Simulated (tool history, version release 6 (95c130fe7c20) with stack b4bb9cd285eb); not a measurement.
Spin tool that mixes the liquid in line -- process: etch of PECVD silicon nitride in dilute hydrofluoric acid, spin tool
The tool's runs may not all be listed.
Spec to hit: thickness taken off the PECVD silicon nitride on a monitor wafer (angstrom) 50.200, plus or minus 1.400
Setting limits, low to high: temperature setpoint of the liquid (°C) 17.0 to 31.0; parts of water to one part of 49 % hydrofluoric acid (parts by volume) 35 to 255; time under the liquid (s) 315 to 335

run	hour	temperature setpoint of the liquid (°C)	parts of water to one part of 49 % hydrofluoric acid (parts by volume)	time under the liquid (s)	thickness taken off the PECVD silicon nitride on a monitor wafer (angstrom)
1	0.0	23.0	145	315	65.735
2	7.1	22.0	145	315	61.742
3	14.8	21.0	145	315	57.829
4	23.0	23.5	145	315	67.696
5	27.2	22.0	145	315	61.597
6	30.0	21.0	145	315	57.064
7	35.1	20.5	145	315	56.725
8	43.6	20.0	145	315	54.362
9	47.1	19.5	145	315	52.253

Which one of the following 4 next-run settings gets every result inside its allowed miss? There is exactly one.
A	50.6	21.0	165	325	?
B	50.6	19.5	150	330	?
C	50.6	17.0	115	315	?
D	50.6	17.0	125	315	?

move	thickness taken off the PECVD silicon nitride on a monitor wafer (angstrom)
A	52.869
B	53.225
C	55.242
D	50.982
A: its largest miss is bigger than the last run's
B: its largest miss is bigger than the last run's
C: its largest miss is bigger than the last run's
D: every result lands within tolerance
The right move is D.
